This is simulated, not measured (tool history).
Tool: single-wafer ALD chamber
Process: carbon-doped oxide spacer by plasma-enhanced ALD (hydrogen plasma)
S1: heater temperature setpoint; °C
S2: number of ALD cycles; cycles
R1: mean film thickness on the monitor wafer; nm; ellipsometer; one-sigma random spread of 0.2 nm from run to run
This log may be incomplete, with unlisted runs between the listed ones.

run 1 hour=0.0 | S1=375 S2=609 | R1=31.557
run 2 hour=8.1 | S1=385 S2=609 | R1=31.717
run 3 hour=9.8 | S1=385 S2=622 | R1=32.110
run 4 hour=15.7 | S1=385 S2=634 | R1=32.677
run 5 hour=18.5 | S1=385 S2=600 | R1=30.743
run 6 hour=24.7 | S1=385 S2=615 | R1=31.487
run 7 hour=32.1 | S1=385 S2=628 | R1=32.417
run 8 hour=34.3 | S1=385 S2=638 | R1=32.370
run 9 hour=44.1 | S1=385 S2=653 | R1=33.618
run 10 hour=51.5 | S1=385 S2=658 | R1=33.702

For run 11, what comes out?
run 11 hour=53.1 | S1=385 S2=663 | R1=?

{"run 11": {"R1": 33.998}}
